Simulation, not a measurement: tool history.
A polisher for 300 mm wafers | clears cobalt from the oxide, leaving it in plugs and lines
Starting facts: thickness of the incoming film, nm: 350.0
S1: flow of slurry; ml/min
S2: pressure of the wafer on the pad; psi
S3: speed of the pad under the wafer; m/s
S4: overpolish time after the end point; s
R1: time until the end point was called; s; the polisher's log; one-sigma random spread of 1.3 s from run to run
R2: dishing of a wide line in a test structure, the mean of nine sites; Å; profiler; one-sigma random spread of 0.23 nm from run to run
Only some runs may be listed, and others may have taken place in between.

{"run": 1, "hour": 0.0, "S1": 255, "S2": 2, "S3": 0.82, "S4": 13, "R1": 84.376, "R2": 351.06}
{"run": 2, "hour": 2.4, "S1": 255, "S2": 2, "S3": 0.64, "S4": 13, "R1": 103.42, "R2": 282.56}
{"run": 3, "hour": 8.8, "S1": 255, "S2": 1.6, "S3": 0.64, "S4": 13, "R1": 129.26, "R2": 241.42}
{"run": 4, "hour": 16.1, "S1": 250, "S2": 1.9, "S3": 0.56, "S4": 10, "R1": 126.51, "R2": 205}
{"run": 5, "hour": 21.9, "S1": 250, "S2": 1.9, "S3": 0.68, "S4": 10, "R1": 105.76, "R2": 239.27}
{"run": 6, "hour": 27.6, "S1": 300, "S2": 2.1, "S3": 0.58, "S4": 8, "R1": 107.95, "R2": 190.19}
{"run": 7, "hour": 32.3, "S1": 335, "S2": 2.3, "S3": 0.52, "S4": 7, "R1": 108.84, "R2": 175.7}
{"run": 8, "hour": 41.3, "S1": 400, "S2": 2.9, "S3": 0.38, "S4": 4, "R1": 117.6, "R2": 100.84}
{"run": 9, "hour": 46.8, "S1": 400, "S2": 3, "S3": 0.4, "S4": 4, "R1": 106.56, "R2": 102.25}
{"run": 10, "hour": 54.7, "S1": 395, "S2": 3, "S3": 0.4, "S4": 4, "R1": 106.25, "R2": 104.36}
{"run": 11, "hour": 60.2, "S1": 390, "S2": 3, "S3": 0.4, "S4": 4, "R1": 105.35, "R2": 102.84}

Run 12, settings as shown, results not yet in. Your forecast:
{"run": 12, "hour": 68.6, "S1": 385, "S2": 3, "S3": 0.4, "S4": 4, "R1": "?", "R2": "?"}

Run 12 gave R1 108.54 s, R2 103.96 Å.

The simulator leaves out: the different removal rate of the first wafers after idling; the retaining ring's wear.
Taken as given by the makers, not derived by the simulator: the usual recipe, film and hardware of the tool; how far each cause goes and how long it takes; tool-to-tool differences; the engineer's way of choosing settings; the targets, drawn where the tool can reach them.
